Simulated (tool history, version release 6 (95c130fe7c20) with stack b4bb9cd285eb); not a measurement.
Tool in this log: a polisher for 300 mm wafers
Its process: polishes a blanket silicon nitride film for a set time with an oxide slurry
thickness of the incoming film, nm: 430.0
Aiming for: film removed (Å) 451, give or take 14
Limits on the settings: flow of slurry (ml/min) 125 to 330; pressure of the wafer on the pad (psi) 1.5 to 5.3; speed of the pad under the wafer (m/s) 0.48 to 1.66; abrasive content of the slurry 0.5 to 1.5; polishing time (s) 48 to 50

run	hour	flow of slurry (ml/min)	pressure of the wafer on the pad (psi)	speed of the pad under the wafer (m/s)	abrasive content of the slurry	polishing time (s)	film removed (Å)
1	0	210	3.4	1.06	1	48	353
2	8.2	215	3.6	1.06	1	48	362.79
3	12	215	3.9	1.06	1	48	381.73
4	14.1	215	4.2	1.06	1	48	413.57
5	17.8	215	3.6	1.06	1	48	368.28
6	21.1	220	3.9	1.06	1	48	384.8
7	29.6	220	4.1	1.06	1	48	398.51
8	34.7	220	4.3	1.06	1	48	415.87
9	37.2	220	4.4	1.06	1	48	425.14
10	44.7	220	4.5	1.06	1	48	429.9
11	50.1	220	4.5	1.06	1	48	432.43

5 next moves are on the table. One of them brings every result within its allowed miss. Which?
A	55.5	195	4.4	1.02	1	48	?
B	55.5	240	4.6	1.08	0.95	49	?
C	55.5	180	4.9	1.24	0.95	49	?
D	55.5	215	4.6	1.16	1.05	50	?
E	55.5	275	4.6	0.84	0.85	49	?

move	film removed (Å)
A	411.38
B	449.74
C	491.62
D	483.61
E	392.55
A: its largest miss is bigger than the last run's
B: meets every target
C: the result that was furthest off in the last run now lies on the other side of its target
D: the result that was furthest off in the last run now lies on the other side of its target
E: its largest miss is bigger than the last run's
Move B is the one to make.
